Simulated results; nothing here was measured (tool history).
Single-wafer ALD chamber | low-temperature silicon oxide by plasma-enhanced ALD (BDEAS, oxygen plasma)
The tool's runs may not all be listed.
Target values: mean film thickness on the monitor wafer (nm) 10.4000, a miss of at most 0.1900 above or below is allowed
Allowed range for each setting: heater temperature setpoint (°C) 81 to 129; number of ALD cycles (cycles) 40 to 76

| run | hour | heater temperature setpoint (°C) | number of ALD cycles (cycles) | mean film thickness on the monitor wafer (nm) |
|---|---|---|---|---|
| 1 | 0.0 | 105 | 58 | 8.7924 |
| 2 | 5.8 | 105 | 64 | 9.6652 |
| 3 | 7.3 | 103 | 65 | 9.8692 |
| 4 | 15.7 | 102 | 66 | 10.0400 |
|  | 18.7 | thermocouple changed; heater temperature recalibrated |
| 5 | 18.7 | 102 | 72 | 11.0880 |
| 6 | 23.0 | 102 | 76 | 11.7430 |
| 7 | 30.6 | 104 | 74 | 11.3250 |
| 8 | 35.0 | 107 | 73 | 11.1550 |
| 9 | 40.5 | 107 | 72 | 10.9860 |
| 10 | 42.3 | 107 | 71 | 10.8000 |
| 11 | 44.0 | 107 | 70 | 10.6900 |

Which of these 4 next moves meets every target?
| A | 45.7 | 111 | 69 | ? |
| B | 45.7 | 100 | 71 | ? |
| C | 45.7 | 114 | 74 | ? |
| D | 45.7 | 108 | 71 | ? |

| move | mean film thickness on the monitor wafer (nm) |
|---|---|
| A | 10.4140 |
| B | 10.9780 |
| C | 11.0980 |
| D | 10.7840 |
A: meets every target
B: its largest miss is bigger than the last run's
C: its largest miss is bigger than the last run's
D: its largest miss is bigger than the last run's
A is the move that brings every result within its allowed miss.

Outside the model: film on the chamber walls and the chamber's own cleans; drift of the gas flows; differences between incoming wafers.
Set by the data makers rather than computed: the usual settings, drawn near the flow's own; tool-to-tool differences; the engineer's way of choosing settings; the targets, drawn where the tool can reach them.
